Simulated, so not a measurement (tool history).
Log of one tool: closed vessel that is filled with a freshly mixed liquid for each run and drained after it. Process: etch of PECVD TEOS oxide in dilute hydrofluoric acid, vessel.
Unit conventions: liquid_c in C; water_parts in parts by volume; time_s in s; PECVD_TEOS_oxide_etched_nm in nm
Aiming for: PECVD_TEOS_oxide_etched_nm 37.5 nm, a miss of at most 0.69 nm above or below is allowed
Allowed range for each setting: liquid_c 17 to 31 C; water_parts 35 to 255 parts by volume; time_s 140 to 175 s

run 1 hour=0 | liquid_c=23 water_parts=145 time_s=175 | PECVD_TEOS_oxide_etched_nm=9.973
run 2 hour=6 | liquid_c=25.5 water_parts=110 time_s=175 | PECVD_TEOS_oxide_etched_nm=15.2
run 3 hour=9.2 | liquid_c=23.5 water_parts=110 time_s=175 | PECVD_TEOS_oxide_etched_nm=14.007
run 4 hour=14.7 | liquid_c=20.5 water_parts=110 time_s=175 | PECVD_TEOS_oxide_etched_nm=12.376
run 5 hour=20.1 | liquid_c=23.5 water_parts=90 time_s=175 | PECVD_TEOS_oxide_etched_nm=17.565
run 6 hour=27.4 | liquid_c=26 water_parts=90 time_s=175 | PECVD_TEOS_oxide_etched_nm=19.222
run 7 hour=31.6 | liquid_c=27.5 water_parts=75 time_s=175 | PECVD_TEOS_oxide_etched_nm=24.912
run 8 hour=38.4 | liquid_c=27.5 water_parts=75 time_s=175 | PECVD_TEOS_oxide_etched_nm=25.057
run 9 hour=44.1 | liquid_c=28.5 water_parts=70 time_s=175 | PECVD_TEOS_oxide_etched_nm=28.474
run 10 hour=52.2 | liquid_c=29 water_parts=65 time_s=175 | PECVD_TEOS_oxide_etched_nm=31.241
run 11 hour=54.2 | liquid_c=29.5 water_parts=65 time_s=175 | PECVD_TEOS_oxide_etched_nm=31.849
-- hour=60.5 thermometer replaced
run 12 hour=60.5 | liquid_c=30 water_parts=65 time_s=175 | PECVD_TEOS_oxide_etched_nm=34.469
run 13 hour=64.9 | liquid_c=31 water_parts=60 time_s=175 | PECVD_TEOS_oxide_etched_nm=38.969
run 14 hour=69 | liquid_c=30.5 water_parts=60 time_s=175 | PECVD_TEOS_oxide_etched_nm=38.309
run 15 hour=72.6 | liquid_c=30.5 water_parts=60 time_s=165 | PECVD_TEOS_oxide_etched_nm=35.876

Which single option among these 4 for the next run brings every result within its allowed miss of target? Just one does.
run A hour=76.2 | liquid_c=29.5 water_parts=55 time_s=170 | PECVD_TEOS_oxide_etched_nm=?
run B hour=76.2 | liquid_c=31 water_parts=60 time_s=175 | PECVD_TEOS_oxide_etched_nm=?
run C hour=76.2 | liquid_c=23.5 water_parts=45 time_s=165 | PECVD_TEOS_oxide_etched_nm=?
run D hour=76.2 | liquid_c=28.5 water_parts=55 time_s=175 | PECVD_TEOS_oxide_etched_nm=?

move=A PECVD_TEOS_oxide_etched_nm=39.249
move=B PECVD_TEOS_oxide_etched_nm=38.961
move=C PECVD_TEOS_oxide_etched_nm=37.068
move=D PECVD_TEOS_oxide_etched_nm=38.843
A: the result that was furthest off in the last run now lies on the other side of its target
B: the result that was furthest off in the last run now lies on the other side of its target
C: every result within its allowed miss
D: the result that was furthest off in the last run now lies on the other side of its target
Correct choice: C, which meets every target

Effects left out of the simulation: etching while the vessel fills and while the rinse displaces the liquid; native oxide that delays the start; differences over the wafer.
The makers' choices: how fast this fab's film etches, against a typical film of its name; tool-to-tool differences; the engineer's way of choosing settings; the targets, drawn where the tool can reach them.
